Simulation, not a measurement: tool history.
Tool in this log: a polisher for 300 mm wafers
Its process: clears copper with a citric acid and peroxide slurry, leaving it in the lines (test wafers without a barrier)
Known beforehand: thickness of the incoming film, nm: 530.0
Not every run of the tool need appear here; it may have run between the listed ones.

run	day	flow of slurry (ml/min)	pressure of the wafer on the pad (psi)	speed of the pad under the wafer (m/s)	abrasive content of the slurry	overpolish time after the end point (s)	time until the end point was called (s)	dishing of a wide line in a test structure (Å)
1	0.000	155	4.0	1.40	1.0	27	152.05	696.88
2	0.133	155	4.1	1.40	1.0	25	149.67	665.06
3	0.312	155	4.2	1.40	1.0	23	147.29	614.61
4	0.404	155	4.7	1.40	1.0	23	128.31	688.79
5	0.704	155	5.2	1.40	1.0	23	118.29	759.13
6	1.038	155	5.2	1.40	1.0	21	115.63	685.95
7	1.375	155	5.2	1.40	1.0	20	119.12	669.88
8	1.550	155	5.2	1.40	1.0	19	123.64	645.98

Predict the results of run 9:
9	1.646	155	5.3	1.40	1.0	18	?	?

time until the end point was called (s): 118.65
dishing of a wide line in a test structure (Å): 633.51

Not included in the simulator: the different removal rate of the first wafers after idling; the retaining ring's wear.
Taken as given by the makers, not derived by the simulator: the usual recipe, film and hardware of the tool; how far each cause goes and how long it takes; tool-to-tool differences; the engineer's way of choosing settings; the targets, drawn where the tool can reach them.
